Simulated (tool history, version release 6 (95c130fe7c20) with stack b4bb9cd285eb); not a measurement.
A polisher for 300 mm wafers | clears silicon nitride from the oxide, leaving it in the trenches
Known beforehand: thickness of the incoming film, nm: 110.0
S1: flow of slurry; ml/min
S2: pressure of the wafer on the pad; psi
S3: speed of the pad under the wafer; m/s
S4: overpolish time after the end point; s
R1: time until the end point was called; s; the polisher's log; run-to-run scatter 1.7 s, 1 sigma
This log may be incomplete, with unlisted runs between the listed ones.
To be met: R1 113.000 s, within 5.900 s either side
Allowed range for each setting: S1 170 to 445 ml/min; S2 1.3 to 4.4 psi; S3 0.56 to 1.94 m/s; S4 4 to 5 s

run,hour,S1,S2,S3,S4,R1
1,0.0,285,2.8,1.24,5,81.068
2,6.3,285,2.5,1.22,5,88.909
3,13.7,285,3.1,1.22,5,72.280
4,17.5,245,3.1,1.22,5,76.887
5,22.6,245,3.1,1.22,4,76.072
6,25.8,240,2.8,1.20,4,83.871
7,33.8,240,2.5,1.18,4,96.618
8,41.0,240,2.5,1.18,4,93.493
9,45.2,240,2.3,1.16,4,106.440
10,48.6,235,2.3,1.16,4,104.830

Exactly one of the 4 candidate moves below puts every result within its allowed miss. Which one?
A,52.0,230,2.3,1.28,4,?
B,52.0,235,1.9,1.46,5,?
C,52.0,205,2.4,1.24,4,?
D,52.0,175,3.3,0.78,5,?

move,R1
A,98.956
B,104.340
C,99.365
D,116.570
A: further off than the last run
B: further off than the last run
C: further off than the last run
D: all results land within tolerance of their targets
The right move is D.
